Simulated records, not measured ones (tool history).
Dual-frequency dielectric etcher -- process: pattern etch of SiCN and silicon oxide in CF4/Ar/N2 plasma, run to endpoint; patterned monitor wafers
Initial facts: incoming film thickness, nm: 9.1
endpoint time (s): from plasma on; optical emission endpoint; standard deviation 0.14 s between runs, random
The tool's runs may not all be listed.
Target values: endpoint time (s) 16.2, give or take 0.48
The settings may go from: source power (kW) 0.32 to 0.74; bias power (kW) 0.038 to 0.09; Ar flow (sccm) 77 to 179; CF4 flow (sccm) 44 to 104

run 1 day=0 | source_power_(kW)=0.53 bias_power_(kW)=0.064 Ar_flow_(sccm)=128 CF4_flow_(sccm)=74 | endpoint_time_(s)=10.243
run 2 day=0.371 | source_power_(kW)=0.53 bias_power_(kW)=0.064 Ar_flow_(sccm)=128 CF4_flow_(sccm)=64 | endpoint_time_(s)=10.615
run 3 day=0.7 | source_power_(kW)=0.53 bias_power_(kW)=0.074 Ar_flow_(sccm)=128 CF4_flow_(sccm)=64 | endpoint_time_(s)=10.21
run 4 day=0.783 | source_power_(kW)=0.47 bias_power_(kW)=0.069 Ar_flow_(sccm)=135 CF4_flow_(sccm)=61 | endpoint_time_(s)=11.852
run 5 day=0.838 | source_power_(kW)=0.47 bias_power_(kW)=0.06 Ar_flow_(sccm)=135 CF4_flow_(sccm)=61 | endpoint_time_(s)=12.172
run 6 day=0.983 | source_power_(kW)=0.43 bias_power_(kW)=0.058 Ar_flow_(sccm)=137 CF4_flow_(sccm)=60 | endpoint_time_(s)=13.343
run 7 day=1.346 | source_power_(kW)=0.4 bias_power_(kW)=0.057 Ar_flow_(sccm)=138 CF4_flow_(sccm)=60 | endpoint_time_(s)=14.101
run 8 day=1.421 | source_power_(kW)=0.38 bias_power_(kW)=0.056 Ar_flow_(sccm)=138 CF4_flow_(sccm)=60 | endpoint_time_(s)=14.729
run 9 day=1.642 | source_power_(kW)=0.36 bias_power_(kW)=0.056 Ar_flow_(sccm)=138 CF4_flow_(sccm)=60 | endpoint_time_(s)=15.59

Consider the 4 candidate settings below. Which is the only one whose results all fall within their allowed miss of target?
run A day=1.862 | source_power_(kW)=0.43 bias_power_(kW)=0.051 Ar_flow_(sccm)=155 CF4_flow_(sccm)=49 | endpoint_time_(s)=?
run B day=1.862 | source_power_(kW)=0.37 bias_power_(kW)=0.056 Ar_flow_(sccm)=145 CF4_flow_(sccm)=57 | endpoint_time_(s)=?
run C day=1.862 | source_power_(kW)=0.44 bias_power_(kW)=0.044 Ar_flow_(sccm)=159 CF4_flow_(sccm)=46 | endpoint_time_(s)=?
run D day=1.862 | source_power_(kW)=0.38 bias_power_(kW)=0.057 Ar_flow_(sccm)=156 CF4_flow_(sccm)=45 | endpoint_time_(s)=?

move=A endpoint_time_(s)=14.585
move=B endpoint_time_(s)=15.365
move=C endpoint_time_(s)=15.108
move=D endpoint_time_(s)=16.044
A: lands further from the targets than the last run did
B: lands further from the targets than the last run did
C: lands further from the targets than the last run did
D: all results in spec
The right move is D.

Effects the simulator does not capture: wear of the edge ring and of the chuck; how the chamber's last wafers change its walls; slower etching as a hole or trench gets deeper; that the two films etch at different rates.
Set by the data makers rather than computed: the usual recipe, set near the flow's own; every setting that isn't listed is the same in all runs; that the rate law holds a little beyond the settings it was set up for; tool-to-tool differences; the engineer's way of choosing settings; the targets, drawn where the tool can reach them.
